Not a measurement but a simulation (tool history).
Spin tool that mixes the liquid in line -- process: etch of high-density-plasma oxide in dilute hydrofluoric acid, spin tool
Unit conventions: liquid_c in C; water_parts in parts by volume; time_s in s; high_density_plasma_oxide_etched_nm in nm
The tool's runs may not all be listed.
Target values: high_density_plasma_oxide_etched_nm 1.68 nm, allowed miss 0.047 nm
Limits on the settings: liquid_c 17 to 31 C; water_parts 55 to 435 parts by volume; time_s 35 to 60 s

run,hour,liquid_c,water_parts,time_s,high_density_plasma_oxide_etched_nm
1,0,23,245,60,1.1434
2,7.6,23,315,60,0.84599
3,10.4,19.5,315,60,0.75156
4,18.8,21.5,295,60,0.87052
5,26.3,23,280,60,0.96972
6,31.9,23,245,60,1.1686
7,40.5,24,240,60,1.2152
8,44.1,25,235,60,1.3026
9,50.3,26,235,60,1.3545
10,59.1,27,235,60,1.3944
11,61.6,27.5,235,60,1.4291
12,66.9,28,235,60,1.4563
13,70.8,28.5,235,60,1.5033
14,77.3,29,235,60,1.5144
15,80.5,29.5,235,60,1.5443
16,83.3,30.5,230,60,1.6207

Which one of the following 4 next-run settings gets every result inside its allowed miss? There is exactly one.
A,86.1,29.5,230,60,?
B,86.1,29.5,235,60,?
C,86.1,26,200,60,?
D,86.1,30.5,235,60,?

move,high_density_plasma_oxide_etched_nm
A,1.5764
B,1.5335
C,1.6672
D,1.5847
A: lands further from the targets than the last run did
B: lands further from the targets than the last run did
C: all results in spec
D: lands further from the targets than the last run did
C meets every target.
